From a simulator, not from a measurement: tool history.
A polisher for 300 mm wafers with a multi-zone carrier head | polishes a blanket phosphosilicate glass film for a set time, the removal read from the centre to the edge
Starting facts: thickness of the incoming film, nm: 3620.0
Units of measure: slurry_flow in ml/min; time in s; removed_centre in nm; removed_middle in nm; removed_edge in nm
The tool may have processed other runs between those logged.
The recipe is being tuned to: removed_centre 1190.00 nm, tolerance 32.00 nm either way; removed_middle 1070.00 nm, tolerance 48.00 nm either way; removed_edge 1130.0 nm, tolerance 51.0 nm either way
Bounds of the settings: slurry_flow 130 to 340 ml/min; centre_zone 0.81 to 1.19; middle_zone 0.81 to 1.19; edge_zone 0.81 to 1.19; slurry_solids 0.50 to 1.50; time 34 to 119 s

| run | hour | slurry_flow | centre_zone | middle_zone | edge_zone | slurry_solids | time | removed_centre | removed_middle | removed_edge |
|---|---|---|---|---|---|---|---|---|---|---|
| 1 | 0.0 | 220 | 1.00 | 1.00 | 1.00 | 1.00 | 76 | 851.06 | 870.91 | 842.5 |
| 2 | 6.9 | 220 | 1.00 | 1.00 | 1.00 | 1.00 | 95 | 1054.70 | 1104.90 | 1053.4 |
| 3 | 10.0 | 220 | 1.00 | 1.07 | 1.00 | 1.00 | 95 | 1052.80 | 1123.00 | 1050.1 |
| 4 | 11.1 | 220 | 1.00 | 0.99 | 1.00 | 1.00 | 95 | 1058.10 | 1083.30 | 1047.0 |
| 5 | 13.2 | 220 | 0.93 | 0.99 | 1.00 | 1.00 | 95 | 1019.40 | 1097.30 | 1044.5 |
| 6 | 16.5 | 225 | 0.95 | 0.98 | 1.01 | 1.00 | 95 | 1032.90 | 1046.90 | 1056.4 |
| 7 | 23.7 | 230 | 0.96 | 0.98 | 1.01 | 1.00 | 95 | 1046.80 | 1071.10 | 1061.0 |
| 8 | 28.6 | 285 | 1.06 | 0.89 | 1.07 | 1.00 | 95 | 1130.10 | 1018.90 | 1121.5 |
| 9 | 34.4 | 285 | 1.07 | 0.89 | 1.07 | 1.00 | 95 | 1130.40 | 1027.10 | 1105.9 |

4 next moves are on the table. One of them brings every result within its allowed miss. Which?
| A | 40.2 | 270 | 1.08 | 0.90 | 1.00 | 0.95 | 103 | ? | ? | ? |
| B | 40.2 | 280 | 1.07 | 1.02 | 1.01 | 1.00 | 99 | ? | ? | ? |
| C | 40.2 | 295 | 1.05 | 0.91 | 1.02 | 1.10 | 87 | ? | ? | ? |
| D | 40.2 | 325 | 1.05 | 1.04 | 0.90 | 0.95 | 98 | ? | ? | ? |

| move | removed_centre | removed_middle | removed_edge |
|---|---|---|---|
| A | 1186.70 | 1060.30 | 1137.9 |
| B | 1172.80 | 1147.50 | 1133.4 |
| C | 1076.40 | 986.43 | 1058.7 |
| D | 1128.70 | 1132.20 | 1041.3 |
A: meets every target
B: brings the result that was furthest off to its target, and leaves another outside
C: misses by more than the last run did
D: no better and no worse than the last run
The right move is A.
